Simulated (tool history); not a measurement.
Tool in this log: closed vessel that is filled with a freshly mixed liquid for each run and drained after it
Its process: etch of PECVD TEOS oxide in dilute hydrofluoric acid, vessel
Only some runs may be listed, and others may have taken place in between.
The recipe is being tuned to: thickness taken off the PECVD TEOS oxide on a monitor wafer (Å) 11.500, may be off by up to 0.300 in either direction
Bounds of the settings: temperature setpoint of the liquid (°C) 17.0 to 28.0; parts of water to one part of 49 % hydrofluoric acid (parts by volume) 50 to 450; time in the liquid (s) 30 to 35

| run | hour | temperature setpoint of the liquid (°C) | parts of water to one part of 49 % hydrofluoric acid (parts by volume) | time in the liquid (s) | thickness taken off the PECVD TEOS oxide on a monitor wafer (Å) |
|---|---|---|---|---|---|
| 1 | 0.0 | 20.0 | 250 | 35 | 13.035 |
| 2 | 7.3 | 19.5 | 250 | 35 | 12.858 |
| 3 | 14.7 | 19.0 | 250 | 35 | 12.578 |
| 4 | 21.1 | 19.0 | 200 | 35 | 16.329 |
| 5 | 24.2 | 19.0 | 200 | 35 | 16.241 |
| 6 | 33.1 | 19.0 | 165 | 35 | 20.407 |
| 7 | 38.7 | 18.5 | 185 | 35 | 17.622 |
| 8 | 41.3 | 18.0 | 200 | 35 | 15.598 |
| 9 | 48.9 | 18.0 | 210 | 35 | 14.846 |
| 10 | 55.6 | 18.0 | 220 | 35 | 14.036 |
| 11 | 62.7 | 18.0 | 225 | 35 | 13.721 |
| 12 | 70.6 | 18.0 | 230 | 35 | 13.292 |
| 13 | 71.8 | 18.0 | 235 | 35 | 12.973 |
| 14 | 74.5 | 18.0 | 240 | 35 | 12.812 |
| 15 | 78.5 | 18.0 | 245 | 35 | 12.374 |
|  | 82.6 | thermometer replaced |
| 16 | 82.6 | 17.5 | 250 | 35 | 12.900 |

Of the 5 settings listed for the next run, only one would bring every result within its allowed miss of target. Which one?
| A | 86.7 | 19.0 | 270 | 30 | ? |
| B | 86.7 | 18.0 | 230 | 30 | ? |
| C | 86.7 | 17.0 | 260 | 35 | ? |
| D | 86.7 | 18.0 | 280 | 35 | ? |
| E | 86.7 | 17.0 | 210 | 35 | ? |

| move | thickness taken off the PECVD TEOS oxide on a monitor wafer (Å) |
|---|---|
| A | 10.612 |
| B | 12.432 |
| C | 12.019 |
| D | 11.397 |
| E | 15.554 |
A: carries the result that was furthest off beyond its target, to the other side
B: nearer than the last run, and not there yet
C: nearer than the last run, and not there yet
D: all results land within tolerance of their targets
E: misses by more than the last run did
The move that meets every target is D.
